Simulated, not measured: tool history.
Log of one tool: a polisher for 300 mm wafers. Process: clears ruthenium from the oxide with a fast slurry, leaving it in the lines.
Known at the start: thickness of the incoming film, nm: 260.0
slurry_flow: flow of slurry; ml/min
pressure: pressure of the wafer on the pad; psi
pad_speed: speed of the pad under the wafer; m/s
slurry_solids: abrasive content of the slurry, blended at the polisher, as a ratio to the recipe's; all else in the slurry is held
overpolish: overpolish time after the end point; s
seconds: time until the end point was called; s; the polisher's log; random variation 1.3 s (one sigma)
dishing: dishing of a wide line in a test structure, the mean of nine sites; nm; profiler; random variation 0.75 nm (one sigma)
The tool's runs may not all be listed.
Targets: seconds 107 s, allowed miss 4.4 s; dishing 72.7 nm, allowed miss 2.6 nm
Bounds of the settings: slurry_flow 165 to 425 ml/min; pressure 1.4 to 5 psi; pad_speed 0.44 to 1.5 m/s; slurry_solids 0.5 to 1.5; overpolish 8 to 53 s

run 1 day=0 | slurry_flow=275 pressure=3.2 pad_speed=0.96 slurry_solids=1 overpolish=27 | seconds=75.616 dishing=71.953
run 2 day=0.029 | slurry_flow=275 pressure=3.1 pad_speed=0.96 slurry_solids=1 overpolish=28 | seconds=78.482 dishing=72.035
run 3 day=0.333 | slurry_flow=275 pressure=3.6 pad_speed=0.96 slurry_solids=1 overpolish=28 | seconds=69.122 dishing=79.147
run 4 day=0.446 | slurry_flow=275 pressure=3.6 pad_speed=1.14 slurry_solids=1 overpolish=28 | seconds=58.512 dishing=88.28
run 5 day=0.725 | slurry_flow=275 pressure=3.6 pad_speed=1.34 slurry_solids=1 overpolish=28 | seconds=48.878 dishing=100.02
run 6 day=0.862 | slurry_flow=275 pressure=3.6 pad_speed=1.48 slurry_solids=1 overpolish=28 | seconds=45.243 dishing=105.52
run 7 day=1.179 | slurry_flow=275 pressure=3.6 pad_speed=1.48 slurry_solids=1 overpolish=28 | seconds=45.059 dishing=105.83
run 8 day=1.429 | slurry_flow=275 pressure=3.3 pad_speed=1.44 slurry_solids=1 overpolish=29 | seconds=51.538 dishing=99.314
run 9 day=1.733 | slurry_flow=275 pressure=3 pad_speed=1.42 slurry_solids=1 overpolish=30 | seconds=56.809 dishing=93.087
run 10 day=1.888 | slurry_flow=275 pressure=3 pad_speed=1.42 slurry_solids=1 overpolish=30 | seconds=56.27 dishing=94.541
run 11 day=2 | slurry_flow=275 pressure=2.8 pad_speed=1.38 slurry_solids=1 overpolish=31 | seconds=62.865 dishing=91.979
run 12 day=2.1 | slurry_flow=275 pressure=2.6 pad_speed=1.36 slurry_solids=1 overpolish=32 | seconds=68.494 dishing=87.105
run 13 day=2.383 | slurry_flow=275 pressure=2.4 pad_speed=1.36 slurry_solids=1 overpolish=33 | seconds=72.978 dishing=85.422
run 14 day=2.625 | slurry_flow=275 pressure=2.3 pad_speed=1.36 slurry_solids=1 overpolish=34 | seconds=77.728 dishing=86.102
run 15 day=2.654 | slurry_flow=275 pressure=2.2 pad_speed=1.36 slurry_solids=1 overpolish=34 | seconds=81.409 dishing=80.534

4 next moves are on the table. One of them brings every result within its allowed miss. Which?
run A day=2.683 | slurry_flow=295 pressure=1.7 pad_speed=1.28 slurry_solids=1 overpolish=53 | seconds=? dishing=?
run B day=2.683 | slurry_flow=250 pressure=1.7 pad_speed=1.22 slurry_solids=1.2 overpolish=38 | seconds=? dishing=?
run C day=2.683 | slurry_flow=285 pressure=1.8 pad_speed=1.36 slurry_solids=1 overpolish=52 | seconds=? dishing=?
run D day=2.683 | slurry_flow=280 pressure=1.9 pad_speed=1.22 slurry_solids=1.05 overpolish=40 | seconds=? dishing=?

move=A seconds=105.75 dishing=91.695
move=B seconds=104.98 dishing=72.129
move=C seconds=95.063 dishing=97.365
move=D seconds=98.073 dishing=78.991
A: brings the result that was furthest off to its target, and leaves another outside
B: meets every target
C: further off than the last run
D: nearer than the last run, and not there yet
Move B is the one to make.
